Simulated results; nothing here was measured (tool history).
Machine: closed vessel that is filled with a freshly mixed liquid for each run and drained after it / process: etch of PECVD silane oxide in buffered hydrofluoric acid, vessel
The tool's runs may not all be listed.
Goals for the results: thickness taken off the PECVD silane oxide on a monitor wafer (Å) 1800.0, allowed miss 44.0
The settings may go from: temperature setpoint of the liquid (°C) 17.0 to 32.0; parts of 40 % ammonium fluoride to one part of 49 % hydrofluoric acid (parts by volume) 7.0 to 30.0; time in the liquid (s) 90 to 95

| run | hour | temperature setpoint of the liquid (°C) | parts of 40 % ammonium fluoride to one part of 49 % hydrofluoric acid (parts by volume) | time in the liquid (s) | thickness taken off the PECVD silane oxide on a monitor wafer (Å) |
|---|---|---|---|---|---|
| 1 | 0.0 | 24.0 | 19.0 | 90 | 2383.7 |
| 2 | 7.6 | 23.5 | 19.0 | 90 | 2317.7 |
| 3 | 11.9 | 21.5 | 19.0 | 90 | 2100.3 |
| 4 | 17.3 | 21.5 | 14.0 | 90 | 2785.3 |
| 5 | 18.5 | 21.5 | 14.0 | 90 | 2766.6 |
| 6 | 25.8 | 21.5 | 9.0 | 90 | 4149.8 |
| 7 | 31.7 | 21.0 | 10.0 | 90 | 3756.6 |
| 8 | 36.0 | 20.5 | 11.0 | 90 | 3285.4 |
| 9 | 39.7 | 20.0 | 12.0 | 90 | 2963.7 |
| 10 | 46.4 | 20.0 | 12.0 | 90 | 2988.1 |
| 11 | 54.8 | 17.0 | 18.0 | 90 | 1687.6 |
| 12 | 59.8 | 17.5 | 18.0 | 90 | 1723.4 |

4 next moves are on the table. One of them brings every result within its allowed miss. Which?
| A | 64.8 | 17.5 | 18.5 | 90 | ? |
| B | 64.8 | 17.0 | 17.0 | 90 | ? |
| C | 64.8 | 18.5 | 18.0 | 95 | ? |
| D | 64.8 | 17.0 | 18.0 | 90 | ? |

| move | thickness taken off the PECVD silane oxide on a monitor wafer (Å) |
|---|---|
| A | 1687.5 |
| B | 1782.8 |
| C | 1937.2 |
| D | 1684.9 |
A: its largest miss is bigger than the last run's
B: hits every target within its allowed miss
C: takes the biggest miss from the last run beyond its target
D: its largest miss is bigger than the last run's
Go with B: it meets all targets.

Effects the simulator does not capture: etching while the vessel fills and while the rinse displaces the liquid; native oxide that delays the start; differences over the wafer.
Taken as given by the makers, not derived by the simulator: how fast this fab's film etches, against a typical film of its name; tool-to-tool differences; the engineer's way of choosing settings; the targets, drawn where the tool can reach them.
